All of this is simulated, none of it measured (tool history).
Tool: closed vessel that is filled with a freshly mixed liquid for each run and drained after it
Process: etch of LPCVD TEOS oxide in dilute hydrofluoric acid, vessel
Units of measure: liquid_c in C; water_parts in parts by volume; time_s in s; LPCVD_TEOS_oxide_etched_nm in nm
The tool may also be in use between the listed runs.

run    day  liquid_c  water_parts  time_s  LPCVD_TEOS_oxide_etched_nm
  1  0.000      23.0           70      85                      61.033
  2  0.175      20.5           70      85                      55.151
  3  0.358      18.0           70      85                      49.940
  4  0.704      18.0           60      85                      58.389
  5  0.854      18.0           60      90                      61.335
  6  1.142      19.5           60      90                      65.999
  7  1.317      21.0           60      90                      70.765

Run 8 has not been measured yet. What should we expect?
  8  1.704      25.0           60      90                           ?

LPCVD_TEOS_oxide_etched_nm: 82.702 nm

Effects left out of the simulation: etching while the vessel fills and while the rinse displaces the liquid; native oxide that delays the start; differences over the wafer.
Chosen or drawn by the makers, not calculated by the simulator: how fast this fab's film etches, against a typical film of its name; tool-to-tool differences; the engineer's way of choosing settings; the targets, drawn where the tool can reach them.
